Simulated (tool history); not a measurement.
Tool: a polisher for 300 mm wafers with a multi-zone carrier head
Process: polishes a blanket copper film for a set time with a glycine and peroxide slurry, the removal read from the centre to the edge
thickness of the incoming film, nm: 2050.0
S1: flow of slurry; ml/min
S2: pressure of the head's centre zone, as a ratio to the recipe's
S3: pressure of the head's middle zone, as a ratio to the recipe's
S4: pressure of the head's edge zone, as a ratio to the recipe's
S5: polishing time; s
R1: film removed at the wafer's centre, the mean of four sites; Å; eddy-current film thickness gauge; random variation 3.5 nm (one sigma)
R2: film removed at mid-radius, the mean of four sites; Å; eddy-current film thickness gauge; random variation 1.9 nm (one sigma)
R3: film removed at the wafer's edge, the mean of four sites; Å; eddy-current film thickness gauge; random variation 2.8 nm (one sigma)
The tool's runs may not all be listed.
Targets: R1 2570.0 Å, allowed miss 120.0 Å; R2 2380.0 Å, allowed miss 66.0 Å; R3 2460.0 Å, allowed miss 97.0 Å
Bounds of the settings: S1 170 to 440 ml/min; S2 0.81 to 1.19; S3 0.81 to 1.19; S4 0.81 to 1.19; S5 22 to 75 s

run	hour	S1	S2	S3	S4	S5	R1	R2	R3
1	0.0	280	1.00	1.00	1.00	48	1486.0	1579.1	1564.7
2	3.4	280	1.00	1.00	1.00	55	1728.2	1805.6	1776.2
3	10.5	230	1.00	1.00	1.00	55	1664.0	1752.9	1738.0
4	16.4	230	0.95	1.00	1.00	55	1566.6	1760.9	1768.9
# hour 18.4: centre zone pressure recalibrated
5	18.4	230	0.95	0.97	1.00	55	1783.8	1727.7	1764.9
6	24.8	275	0.95	0.97	1.00	55	1748.1	1728.7	1809.7
7	32.0	290	0.98	0.97	1.01	59	1966.8	1879.1	1958.8
8	33.5	305	1.00	0.98	1.02	62	2135.3	2020.4	2039.3
9	40.6	320	0.99	0.98	1.04	64	2163.3	2076.6	2136.6

Which of these 5 next moves meets every target?
A	47.7	360	0.96	0.94	1.19	70	?	?	?
B	47.7	280	1.12	0.96	1.01	70	?	?	?
C	47.7	360	1.09	1.04	1.01	69	?	?	?
D	47.7	320	1.09	1.11	1.03	70	?	?	?
E	47.7	415	0.98	0.95	1.03	73	?	?	?

move	R1	R2	R3
A	2320.6	2203.8	2484.1
B	2582.8	2191.3	2296.4
C	2551.6	2364.6	2301.0
D	2561.4	2510.7	2330.4
E	2492.1	2343.9	2474.8
A: nearer than the last run, and not there yet
B: nearer than the last run, and not there yet
C: brings the result that was furthest off to its target, and leaves another outside
D: takes the result that was furthest off past its target
E: meets every target
Move E is the one to make.
